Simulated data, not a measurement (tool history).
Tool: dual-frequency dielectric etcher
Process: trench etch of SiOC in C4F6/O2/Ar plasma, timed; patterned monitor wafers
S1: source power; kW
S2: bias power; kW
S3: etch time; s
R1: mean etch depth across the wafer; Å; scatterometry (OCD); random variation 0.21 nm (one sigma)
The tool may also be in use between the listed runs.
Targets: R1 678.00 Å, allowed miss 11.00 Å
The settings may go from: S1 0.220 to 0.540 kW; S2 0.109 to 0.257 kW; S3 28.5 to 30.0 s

run,hour,S1,S2,S3,R1
1,0.0,0.380,0.183,28.5,600.97
2,4.7,0.380,0.183,28.5,600.42
3,11.5,0.380,0.167,28.5,579.31
4,19.4,0.380,0.154,28.5,553.42
5,23.2,0.430,0.154,28.5,591.95
6,30.7,0.430,0.168,28.5,613.17
7,35.2,0.450,0.169,28.5,625.45
8,40.5,0.470,0.170,28.5,640.52
9,48.0,0.480,0.171,28.5,652.68
10,55.0,0.490,0.171,28.5,656.06
11,62.4,0.500,0.171,28.5,659.88

4 next moves are on the table. One of them brings every result within its allowed miss. Which?
A,69.8,0.540,0.165,30.0,?
B,69.8,0.540,0.162,30.0,?
C,69.8,0.430,0.198,29.5,?
D,69.8,0.530,0.192,28.5,?

move,R1
A,713.53
B,708.03
C,683.02
D,716.35
A: takes the result that was furthest off past its target
B: takes the result that was furthest off past its target
C: meets every target
D: takes the result that was furthest off past its target
Answer: C

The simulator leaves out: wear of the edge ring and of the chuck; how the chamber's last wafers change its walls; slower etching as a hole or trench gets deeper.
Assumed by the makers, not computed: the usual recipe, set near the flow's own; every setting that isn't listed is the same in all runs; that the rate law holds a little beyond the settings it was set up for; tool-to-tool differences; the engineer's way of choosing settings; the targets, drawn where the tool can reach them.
